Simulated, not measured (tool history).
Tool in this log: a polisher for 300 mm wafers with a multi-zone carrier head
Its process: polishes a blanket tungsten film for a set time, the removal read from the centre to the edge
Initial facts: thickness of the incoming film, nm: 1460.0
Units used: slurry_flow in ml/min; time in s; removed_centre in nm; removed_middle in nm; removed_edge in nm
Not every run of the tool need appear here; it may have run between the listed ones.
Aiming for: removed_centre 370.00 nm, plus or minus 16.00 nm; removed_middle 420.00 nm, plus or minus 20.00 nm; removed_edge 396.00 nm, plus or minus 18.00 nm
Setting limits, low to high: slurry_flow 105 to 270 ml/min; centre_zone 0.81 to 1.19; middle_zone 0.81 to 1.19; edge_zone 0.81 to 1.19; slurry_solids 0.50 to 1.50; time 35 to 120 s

run    day  slurry_flow  centre_zone  middle_zone  edge_zone  slurry_solids  time  removed_centre  removed_middle  removed_edge
  1  0.000          175         1.00         1.00       1.00           1.00    77          540.70          548.18        545.49
  2  0.254          175         0.98         1.00       0.98           0.90    75          505.62          523.38        518.18
  3  0.350          175         1.03         1.00       0.98           0.90    75          534.00          519.74        532.42
  4  0.604          175         1.03         1.00       0.98           0.80    75          507.18          508.64        514.68
  5  0.938          175         1.01         1.00       0.96           0.75    73          498.31          491.49        492.80
  6  0.975          175         1.01         1.06       0.96           0.75    73          491.39          496.69        492.58
  7  1.167          170         0.98         1.07       0.95           0.70    71          458.33          495.41        468.28
  8  1.271          165         0.97         1.06       0.95           0.65    69          428.46          459.49        441.72
  9  1.400          160         0.96         1.06       0.94           0.65    69          420.46          451.62        438.98
     1.688  -- worn pad replaced by a new one
 10  1.688          155         0.95         1.07       0.93           0.65    69          461.00          533.25        493.39
 11  1.817          170         0.93         1.07       0.94           0.65    69          475.27          539.52        507.02
 12  2.029          135         0.93         1.00       0.85           0.50    56          349.41          381.58        357.87
 13  2.354          140         0.92         1.00       0.86           0.50    56          352.71          374.84        366.60
 14  2.712          140         0.92         1.00       0.86           0.50    56          349.80          379.02        376.27
 15  2.867          145         0.92         1.01       0.86           0.50    56          352.25          387.15        369.06

Exercise: of the 4 proposed moves below, exactly one satisfies all targets within the stated allowed misses. Which move is it?
  A  3.021          135         1.08         0.93       0.81           0.50    52               ?               ?             ?
  B  3.021          165         0.81         1.07       0.89           0.55    59               ?               ?             ?
  C  3.021          140         0.99         0.88       0.93           0.50    58               ?               ?             ?
  D  3.021          135         0.92         1.02       0.84           0.75    57               ?               ?             ?

move  removed_centre  removed_middle  removed_edge
   A          374.61          327.74        332.54
   B          338.84          443.64        407.73
   C          386.44          352.35        393.41
   D          370.78          412.14        391.33
A: lands further from the targets than the last run did
B: moves the result that the last run missed by most past its target, out the other side
C: lands further from the targets than the last run did
D: all results in spec
Go with D: it meets all targets.
